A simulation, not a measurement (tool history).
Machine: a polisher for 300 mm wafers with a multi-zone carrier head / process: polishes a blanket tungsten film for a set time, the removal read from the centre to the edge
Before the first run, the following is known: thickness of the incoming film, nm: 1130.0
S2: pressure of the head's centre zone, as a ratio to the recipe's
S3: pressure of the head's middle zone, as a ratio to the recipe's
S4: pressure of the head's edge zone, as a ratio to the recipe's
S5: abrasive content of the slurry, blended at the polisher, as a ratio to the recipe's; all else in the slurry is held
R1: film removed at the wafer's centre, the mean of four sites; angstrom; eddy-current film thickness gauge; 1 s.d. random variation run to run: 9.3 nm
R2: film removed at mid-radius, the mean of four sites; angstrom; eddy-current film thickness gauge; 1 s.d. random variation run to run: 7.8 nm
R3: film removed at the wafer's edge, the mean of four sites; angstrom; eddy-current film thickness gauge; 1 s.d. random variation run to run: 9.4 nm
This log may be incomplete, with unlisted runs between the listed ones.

Run 1, hour 0: flow of slurry (ml/min) 275, S2 1, S3 1, S4 1, S5 1, polishing time (s) 49. Result: R1 4507.6 angstrom, R2 4379.4 angstrom, R3 4619.3 angstrom.
Run 2, hour 1.4: flow of slurry (ml/min) 275, S2 1, S3 1.03, S4 1, S5 1, polishing time (s) 49. Result: R1 4504.9 angstrom, R2 4624.7 angstrom, R3 4665.2 angstrom.
Run 3, hour 3.8: flow of slurry (ml/min) 275, S2 1.01, S3 1.03, S4 1.02, S5 1.05, polishing time (s) 51. Result: R1 4733 angstrom, R2 4821.5 angstrom, R3 4805.1 angstrom.
Run 4, hour 7.3: flow of slurry (ml/min) 275, S2 1.01, S3 1.03, S4 1.02, S5 1.05, polishing time (s) 45. Result: R1 4197.7 angstrom, R2 4232.8 angstrom, R3 4223.5 angstrom.
Run 5, hour 10.7: flow of slurry (ml/min) 275, S2 1.01, S3 1.03, S4 1.02, S5 1.15, polishing time (s) 45. Result: R1 4323.3 angstrom, R2 4310.1 angstrom, R3 4396.7 angstrom.
Run 6, hour 18.9: flow of slurry (ml/min) 275, S2 1.01, S3 1.02, S4 1.02, S5 1.2, polishing time (s) 48. Result: R1 4592.6 angstrom, R2 4619.7 angstrom, R3 4634 angstrom.
Run 7, hour 27.3: flow of slurry (ml/min) 275, S2 1.01, S3 1, S4 1.03, S5 1.2, polishing time (s) 51. Result: R1 4821.1 angstrom, R2 4723.5 angstrom, R3 4973.1 angstrom.
Run 8, hour 34.6: flow of slurry (ml/min) 275, S2 1.02, S3 0.99, S4 1.03, S5 1.25, polishing time (s) 53. Result: R1 5134.8 angstrom, R2 4958.4 angstrom, R3 5335.3 angstrom.
Run 9, hour 35.1: flow of slurry (ml/min) 280, S2 1.11, S3 1.02, S4 1.11, S5 1.5, polishing time (s) 60. Result: R1 6356.1 angstrom, R2 6031.5 angstrom, R3 6579.8 angstrom.
Run 10, hour 37.9: flow of slurry (ml/min) 285, S2 1.13, S3 1.02, S4 1.12, S5 1.5, polishing time (s) 61. Result: R1 6769.8 angstrom, R2 5980.4 angstrom, R3 6456.3 angstrom.

Run 11, settings as shown, results not yet in. Your forecast:
Run 11, hour 46.8: flow of slurry (ml/min) 285, S2 1.12, S3 1.02, S4 1.12, S5 1.5, polishing time (s) 61. Result: R1 ?, R2 ?, R3 ?.

{"run 11": {"R1": 6588, "R2": 6116, "R3": 6547.6}}
